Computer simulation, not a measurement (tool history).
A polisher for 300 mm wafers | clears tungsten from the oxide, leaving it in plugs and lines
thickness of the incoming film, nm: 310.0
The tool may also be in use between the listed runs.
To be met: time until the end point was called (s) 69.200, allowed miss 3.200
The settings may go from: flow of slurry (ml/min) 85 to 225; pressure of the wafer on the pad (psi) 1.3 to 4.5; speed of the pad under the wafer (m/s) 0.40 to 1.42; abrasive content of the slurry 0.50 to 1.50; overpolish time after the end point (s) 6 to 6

| run | day | flow of slurry (ml/min) | pressure of the wafer on the pad (psi) | speed of the pad under the wafer (m/s) | abrasive content of the slurry | overpolish time after the end point (s) | time until the end point was called (s) |
|---|---|---|---|---|---|---|---|
| 1 | 0.000 | 145 | 2.9 | 0.90 | 1.00 | 6 | 89.505 |
| 2 | 0.221 | 145 | 3.0 | 0.90 | 1.00 | 6 | 88.000 |
| 3 | 0.362 | 145 | 3.0 | 0.80 | 1.00 | 6 | 94.866 |
| 4 | 0.517 | 145 | 3.4 | 0.80 | 1.00 | 6 | 85.012 |
| 5 | 0.604 | 145 | 3.5 | 0.80 | 1.00 | 6 | 83.966 |
| 6 | 0.788 | 180 | 3.5 | 0.80 | 1.00 | 6 | 79.959 |
| 7 | 1.000 | 180 | 3.6 | 0.80 | 1.00 | 6 | 78.232 |
| 8 | 1.304 | 180 | 3.6 | 0.80 | 1.00 | 6 | 77.612 |
| 9 | 1.442 | 180 | 3.7 | 0.80 | 1.00 | 6 | 76.437 |
| 10 | 1.608 | 180 | 3.8 | 0.80 | 1.00 | 6 | 74.028 |

Which of these 5 next moves meets every target?
| A | 1.775 | 190 | 3.3 | 0.92 | 0.95 | 6 | ? |
| B | 1.775 | 190 | 3.9 | 0.68 | 1.05 | 6 | ? |
| C | 1.775 | 185 | 3.8 | 0.76 | 0.85 | 6 | ? |
| D | 1.775 | 210 | 3.8 | 0.84 | 1.05 | 6 | ? |
| E | 1.775 | 160 | 3.4 | 0.78 | 1.00 | 6 | ? |

| move | time until the end point was called (s) |
|---|---|
| A | 77.192 |
| B | 81.018 |
| C | 82.346 |
| D | 69.104 |
| E | 86.638 |
A: further off than the last run
B: further off than the last run
C: further off than the last run
D: meets every target
E: further off than the last run
Answer: D
